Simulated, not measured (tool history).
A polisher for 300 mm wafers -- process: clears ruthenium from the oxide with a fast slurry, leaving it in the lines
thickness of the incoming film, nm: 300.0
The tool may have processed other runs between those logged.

run	hour	flow of slurry (ml/min)	pressure of the wafer on the pad (psi)	speed of the pad under the wafer (cm/s)	abrasive content of the slurry	overpolish time after the end point (s)	time until the end point was called (s)	dishing of a wide line in a test structure (Å)
1	0	130	1.7	100	1	21	97.66	306.5
2	5.2	125	1.4	94	1	21	125.25	266.48
3	11	125	1.4	102	1	21	117.2	265.82
4	13.7	95	1.4	102	1	21	120.62	247.94
5	20.9	95	1.4	116	1	21	109.64	283.52
6	29.5	95	1.6	116	1	21	95.046	314.38
7	32.2	95	1.4	108	1	22	115.66	266.49
8	34.6	95	1.2	102	1	24	145.2	266.78
9	39.8	95	1.1	100	1	23	157.2	241.78
10	44.7	90	0.8	90	1	22	241.13	169.5
11	49.8	105	0.8	90	1	22	231.74	171.67
12	57.7	115	0.8	90	1	22	226.23	174.32

The next listed run, before its measurement:
13	61.4	120	0.8	90	1	22	?	?

Run 13 yielded time until the end point was called (s) 227.05, dishing of a wide line in a test structure (Å) 180.07.
